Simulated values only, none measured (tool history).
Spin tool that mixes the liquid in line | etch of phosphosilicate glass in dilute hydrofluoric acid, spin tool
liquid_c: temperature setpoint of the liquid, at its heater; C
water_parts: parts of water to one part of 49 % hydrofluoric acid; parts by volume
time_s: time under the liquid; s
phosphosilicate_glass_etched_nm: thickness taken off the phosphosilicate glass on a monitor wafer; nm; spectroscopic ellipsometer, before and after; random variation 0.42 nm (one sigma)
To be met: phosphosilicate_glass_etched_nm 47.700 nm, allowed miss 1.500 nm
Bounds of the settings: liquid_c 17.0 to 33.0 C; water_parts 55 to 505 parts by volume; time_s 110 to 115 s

run  hour  liquid_c  water_parts  time_s  phosphosilicate_glass_etched_nm
  1   0.0      25.0          280     110                           22.945
  2   6.9      25.0          280     115                           24.066
  3  13.0      21.5          280     115                           20.936
  4  19.6      21.5          280     110                           20.380
  5  20.3      24.5          245     110                           26.830
  6  24.4      24.5          310     110                           19.724
     29.4  -- thermometer replaced
  7  29.4      27.0          270     110                           27.267
  8  34.8      27.0          270     110                           26.949
  9  37.6      29.0          250     110                           32.419
 10  42.6      30.0          235     110                           35.889

5 next moves are on the table. One of them brings every result within its allowed miss. Which?
  A  47.6      31.0          320     110                                ?
  B  47.6      30.0          195     115                                ?
  C  47.6      30.0          185     115                                ?
  D  47.6      28.5          165     115                                ?
  E  47.6      32.5          195     115                                ?

move  phosphosilicate_glass_etched_nm
   A                           25.372
   B                           48.702
   C                           51.976
   D                           56.647
   E                           53.051
A: further off than the last run
B: meets every target
C: takes the result that was furthest off past its target
D: takes the result that was furthest off past its target
E: takes the result that was furthest off past its target
Answer: B

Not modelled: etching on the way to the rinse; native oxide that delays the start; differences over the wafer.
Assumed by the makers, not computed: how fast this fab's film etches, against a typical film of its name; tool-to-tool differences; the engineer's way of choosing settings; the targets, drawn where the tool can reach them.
